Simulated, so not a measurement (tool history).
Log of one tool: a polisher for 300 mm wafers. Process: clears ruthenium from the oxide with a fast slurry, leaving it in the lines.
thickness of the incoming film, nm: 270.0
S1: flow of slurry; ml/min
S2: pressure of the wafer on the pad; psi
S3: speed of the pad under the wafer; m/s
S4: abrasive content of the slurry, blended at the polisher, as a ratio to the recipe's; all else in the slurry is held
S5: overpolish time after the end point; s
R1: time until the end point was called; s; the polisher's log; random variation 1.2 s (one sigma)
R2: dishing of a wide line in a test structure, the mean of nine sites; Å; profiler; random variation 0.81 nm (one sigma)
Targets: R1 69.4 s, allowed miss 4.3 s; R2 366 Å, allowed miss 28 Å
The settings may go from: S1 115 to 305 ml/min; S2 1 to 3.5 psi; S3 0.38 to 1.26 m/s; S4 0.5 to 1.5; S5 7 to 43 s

run	hour	S1	S2	S3	S4	S5	R1	R2
1	0	195	2.2	0.82	1	22	111.73	312.71
2	2.1	195	2.2	0.62	1	22	140.55	270.23
3	2.8	195	2.6	0.64	1	21	115.8	284
4	5.4	195	2.8	0.68	1	21	102.67	305.6
5	9.7	195	2.8	0.68	1	16	100.69	257.3
6	12.1	170	2.8	0.68	1	16	102.65	252.71
7	16.5	170	3	0.7	1	17	92.255	277.73
8	20.4	170	3.1	0.72	1	18	88.556	304.13
9	28.4	170	3.2	0.74	1	18	87.042	310.68
10	31	170	3.3	0.78	1	18	79.13	324.65
11	35.6	170	3.4	0.8	1	18	74.534	329.47
12	43.7	170	3.4	0.82	1	19	76.371	332.49

Which of these 4 next moves meets every target?
A	51.8	165	3.5	0.82	1.05	20	?	?
B	51.8	150	3.3	0.78	1.1	14	?	?
C	51.8	175	3.4	0.68	1	23	?	?
D	51.8	160	3.2	0.78	0.95	16	?	?

move	R1	R2
A	71.414	382.14
B	78.302	296.99
C	85.841	373.96
D	84.321	308.29
A: meets every target
B: further off than the last run
C: further off than the last run
D: further off than the last run
The right move is A.
